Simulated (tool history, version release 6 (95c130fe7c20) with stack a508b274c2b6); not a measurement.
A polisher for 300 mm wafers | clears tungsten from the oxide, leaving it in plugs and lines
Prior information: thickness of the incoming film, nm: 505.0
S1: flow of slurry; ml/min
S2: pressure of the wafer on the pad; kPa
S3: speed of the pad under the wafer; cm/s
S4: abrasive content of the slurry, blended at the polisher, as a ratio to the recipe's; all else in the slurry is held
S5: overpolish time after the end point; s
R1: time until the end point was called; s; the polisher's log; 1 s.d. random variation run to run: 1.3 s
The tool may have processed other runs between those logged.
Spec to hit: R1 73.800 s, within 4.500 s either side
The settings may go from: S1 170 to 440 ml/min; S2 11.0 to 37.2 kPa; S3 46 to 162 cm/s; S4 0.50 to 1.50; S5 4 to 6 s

{"run": 1, "day": 0.0, "S1": 280, "S2": 24.1, "S3": 104, "S4": 1.0, "S5": 6, "R1": 93.567}
{"run": 2, "day": 0.083, "S1": 280, "S2": 25.5, "S3": 104, "S4": 1.0, "S5": 6, "R1": 90.943}
{"run": 3, "day": 0.175, "S1": 280, "S2": 20.7, "S3": 104, "S4": 1.0, "S5": 6, "R1": 111.06}
{"run": 4, "day": 0.467, "S1": 280, "S2": 20.7, "S3": 122, "S4": 1.0, "S5": 6, "R1": 93.445}
{"run": 5, "day": 0.679, "S1": 280, "S2": 22.1, "S3": 122, "S4": 1.0, "S5": 6, "R1": 89.291}
{"run": 6, "day": 0.929, "S1": 280, "S2": 23.4, "S3": 122, "S4": 1.0, "S5": 6, "R1": 86.115}
{"run": 7, "day": 1.175, "S1": 280, "S2": 24.1, "S3": 122, "S4": 1.0, "S5": 6, "R1": 78.97}
{"run": 8, "day": 1.471, "S1": 280, "S2": 24.8, "S3": 122, "S4": 1.0, "S5": 6, "R1": 79.167}

Which of these 4 next moves meets every target?
{"run": "A", "day": 1.767, "S1": 325, "S2": 29.0, "S3": 122, "S4": 0.75, "S5": 4, "R1": "?"}
{"run": "B", "day": 1.767, "S1": 255, "S2": 25.5, "S3": 114, "S4": 1.0, "S5": 4, "R1": "?"}
{"run": "C", "day": 1.767, "S1": 300, "S2": 20.7, "S3": 132, "S4": 1.0, "S5": 6, "R1": "?"}
{"run": "D", "day": 1.767, "S1": 220, "S2": 24.1, "S3": 114, "S4": 1.15, "S5": 6, "R1": "?"}

move=A R1=73.312
move=B R1=81.482
move=C R1=85.755
move=D R1=83.175
A: all results in spec
B: misses by more than the last run did
C: misses by more than the last run did
D: misses by more than the last run did
A meets every target.
